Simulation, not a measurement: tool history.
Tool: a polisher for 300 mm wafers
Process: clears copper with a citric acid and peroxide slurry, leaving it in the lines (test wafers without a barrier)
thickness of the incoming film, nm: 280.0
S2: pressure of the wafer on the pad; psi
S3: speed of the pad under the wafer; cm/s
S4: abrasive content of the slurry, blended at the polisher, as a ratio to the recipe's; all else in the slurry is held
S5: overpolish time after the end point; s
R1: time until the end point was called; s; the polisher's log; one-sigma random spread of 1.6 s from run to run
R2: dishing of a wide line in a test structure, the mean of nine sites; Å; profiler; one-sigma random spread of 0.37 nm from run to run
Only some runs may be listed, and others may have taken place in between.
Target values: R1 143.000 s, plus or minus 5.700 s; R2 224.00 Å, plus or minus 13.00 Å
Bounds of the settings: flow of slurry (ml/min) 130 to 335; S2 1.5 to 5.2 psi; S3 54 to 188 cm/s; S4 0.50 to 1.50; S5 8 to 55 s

Run 1, hour 0.0: flow of slurry (ml/min) 215, S2 3.3 psi, S3 120 cm/s, S4 1.00, S5 28 s. Result: R1 92.507 s, R2 575.79 Å.
Run 2, hour 7.6: flow of slurry (ml/min) 215, S2 3.0 psi, S3 120 cm/s, S4 1.00, S5 24 s. Result: R1 101.680 s, R2 472.29 Å.
Run 3, hour 8.3: flow of slurry (ml/min) 215, S2 2.8 psi, S3 120 cm/s, S4 1.00, S5 21 s. Result: R1 109.760 s, R2 396.68 Å.
Run 4, hour 9.7: flow of slurry (ml/min) 215, S2 2.8 psi, S3 120 cm/s, S4 0.80, S5 21 s. Result: R1 114.590 s, R2 386.86 Å.
Run 5, hour 17.1: flow of slurry (ml/min) 215, S2 2.7 psi, S3 120 cm/s, S4 0.80, S5 19 s. Result: R1 116.710 s, R2 328.53 Å.
Run 6, hour 22.8: flow of slurry (ml/min) 215, S2 2.6 psi, S3 120 cm/s, S4 0.80, S5 18 s. Result: R1 125.430 s, R2 304.60 Å.
Run 7, hour 25.8: flow of slurry (ml/min) 215, S2 2.5 psi, S3 120 cm/s, S4 0.80, S5 17 s. Result: R1 129.590 s, R2 279.78 Å.
Run 8, hour 32.3: flow of slurry (ml/min) 215, S2 2.4 psi, S3 120 cm/s, S4 0.80, S5 16 s. Result: R1 135.850 s, R2 248.57 Å.

4 next moves are on the table. One of them brings every result within its allowed miss. Which?
Run A, hour 38.8: flow of slurry (ml/min) 130, S2 2.4 psi, S3 110 cm/s, S4 0.75, S5 20 s. Result: R1 ?, R2 ?.
Run B, hour 38.8: flow of slurry (ml/min) 210, S2 2.4 psi, S3 114 cm/s, S4 0.70, S5 15 s. Result: R1 ?, R2 ?.
Run C, hour 38.8: flow of slurry (ml/min) 200, S2 2.6 psi, S3 114 cm/s, S4 0.80, S5 17 s. Result: R1 ?, R2 ?.
Run D, hour 38.8: flow of slurry (ml/min) 210, S2 2.7 psi, S3 84 cm/s, S4 0.90, S5 17 s. Result: R1 ?, R2 ?.

move       R1      R2
   A  157.390  268.38
   B  143.820  223.65
   C  129.970  276.35
   D  162.500  225.17
A: misses by more than the last run did
B: all results in spec
C: misses by more than the last run did
D: corrects the largest miss of the last run, while another result sits out of spec
Answer: B
